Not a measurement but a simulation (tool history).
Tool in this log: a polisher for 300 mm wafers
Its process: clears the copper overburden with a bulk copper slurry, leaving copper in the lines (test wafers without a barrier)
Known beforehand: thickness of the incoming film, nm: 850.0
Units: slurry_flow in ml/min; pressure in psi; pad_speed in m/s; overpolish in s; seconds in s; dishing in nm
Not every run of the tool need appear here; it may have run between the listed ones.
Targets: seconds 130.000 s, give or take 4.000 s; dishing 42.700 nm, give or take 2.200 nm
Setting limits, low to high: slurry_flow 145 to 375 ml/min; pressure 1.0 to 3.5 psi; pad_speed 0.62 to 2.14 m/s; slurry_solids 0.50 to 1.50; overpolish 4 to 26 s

run	day	slurry_flow	pressure	pad_speed	slurry_solids	overpolish	seconds	dishing
1	0.000	240	2.2	1.38	1.00	13	91.296	74.156
2	0.129	240	2.2	1.14	1.00	13	110.450	65.267
3	0.229	240	2.1	1.14	1.00	12	117.310	58.888
4	0.408	240	2.1	1.46	1.00	12	90.509	70.177
5	0.546	240	2.1	1.46	1.00	14	90.657	76.391
6	0.900	240	2.1	1.46	0.90	14	92.855	76.822
7	0.988	240	2.0	1.46	0.90	13	97.077	68.994
8	1.083	240	1.9	1.46	0.90	12	102.380	62.253
9	1.412	240	1.8	1.46	0.90	12	110.690	60.907
10	1.638	240	1.8	1.46	0.90	11	107.840	57.124

Next run, 4 choices. One meets every target within its allowed miss, the rest don't. Which?
A	1.862	305	2.2	1.54	0.90	15	?	?
B	1.862	240	1.9	1.16	0.85	9	?	?
C	1.862	315	2.1	0.86	0.95	24	?	?
D	1.862	215	1.7	1.54	0.80	15	?	?

move	seconds	dishing
A	83.475	86.045
B	131.550	41.671
C	150.840	79.151
D	114.400	67.665
A: misses by more than the last run did
B: in spec on every target
C: misses by more than the last run did
D: misses by more than the last run did
Move B is the one to make.
